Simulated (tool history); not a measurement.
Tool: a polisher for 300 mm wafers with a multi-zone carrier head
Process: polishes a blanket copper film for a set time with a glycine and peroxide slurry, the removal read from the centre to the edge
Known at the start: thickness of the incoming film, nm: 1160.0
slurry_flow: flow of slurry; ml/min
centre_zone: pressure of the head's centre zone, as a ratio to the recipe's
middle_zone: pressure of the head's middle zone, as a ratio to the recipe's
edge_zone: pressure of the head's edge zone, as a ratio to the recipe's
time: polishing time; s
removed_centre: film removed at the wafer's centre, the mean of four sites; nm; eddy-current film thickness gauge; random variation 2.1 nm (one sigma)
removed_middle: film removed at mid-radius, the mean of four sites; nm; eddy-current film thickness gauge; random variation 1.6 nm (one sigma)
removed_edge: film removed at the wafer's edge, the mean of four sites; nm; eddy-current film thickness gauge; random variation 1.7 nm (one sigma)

run	hour	slurry_flow	centre_zone	middle_zone	edge_zone	time	removed_centre	removed_middle	removed_edge
1	0.0	135	1.00	1.00	1.00	49	178.23	179.12	178.91
2	1.7	135	1.00	1.00	0.95	49	179.40	183.15	176.57
3	7.9	135	0.99	0.98	0.98	50	186.74	184.29	180.08
4	13.1	125	1.00	0.99	1.04	50	181.80	180.63	182.90
# hour 16.6: worn pad replaced by a new one
5	16.6	125	0.98	0.97	1.08	50	201.30	199.03	211.03
6	17.2	115	0.97	0.95	1.08	49	189.74	190.73	205.07
7	20.3	110	0.97	0.93	1.08	49	187.09	186.02	207.59

Run 8 comes next. What will it give?
8	29.2	105	0.98	0.93	1.08	49	?	?	?

removed_centre: 190.24 nm
removed_middle: 184.25 nm
removed_edge: 200.66 nm
